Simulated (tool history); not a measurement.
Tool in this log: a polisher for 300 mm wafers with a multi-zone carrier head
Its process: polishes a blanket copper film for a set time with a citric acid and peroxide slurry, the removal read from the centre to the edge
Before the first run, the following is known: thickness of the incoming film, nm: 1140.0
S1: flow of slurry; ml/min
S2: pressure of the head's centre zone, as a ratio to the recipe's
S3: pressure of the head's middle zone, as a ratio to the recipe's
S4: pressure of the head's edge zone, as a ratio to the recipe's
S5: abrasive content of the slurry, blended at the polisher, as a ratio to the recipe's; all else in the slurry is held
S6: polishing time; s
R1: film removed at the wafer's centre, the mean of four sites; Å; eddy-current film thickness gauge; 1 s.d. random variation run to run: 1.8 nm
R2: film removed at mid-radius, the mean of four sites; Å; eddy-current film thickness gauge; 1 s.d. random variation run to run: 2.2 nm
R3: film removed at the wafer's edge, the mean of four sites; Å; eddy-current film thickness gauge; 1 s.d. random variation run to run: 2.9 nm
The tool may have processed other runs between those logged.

| run | day | S1 | S2 | S3 | S4 | S5 | S6 | R1 | R2 | R3 |
|---|---|---|---|---|---|---|---|---|---|---|
| 1 | 0 | 160 | 1 | 1 | 1 | 1 | 88 | 1578.6 | 1646.2 | 1608.9 |
| 2 | 0.271 | 160 | 0.93 | 1 | 1 | 1 | 88 | 1465.3 | 1629 | 1623.2 |
| 3 | 0.342 | 165 | 0.95 | 1.01 | 1.02 | 1.05 | 89 | 1555 | 1698.4 | 1667.7 |
| 4 | 0.458 | 165 | 0.96 | 1.02 | 1.03 | 1.1 | 91 | 1604.6 | 1781.7 | 1744.7 |
| 5 | 0.775 | 165 | 0.96 | 1.02 | 0.95 | 1.1 | 91 | 1597.6 | 1788.2 | 1650.9 |
| 6 | 0.879 | 165 | 0.96 | 1.02 | 0.95 | 1.1 | 104 | 1843 | 2072.8 | 1888.7 |

Forecast run 7:
| 7 | 0.938 | 170 | 0.97 | 1.02 | 0.97 | 1.1 | 104 | ? | ? | ? |

R1: 1881 Å
R2: 2033 Å
R3: 1972.6 Å
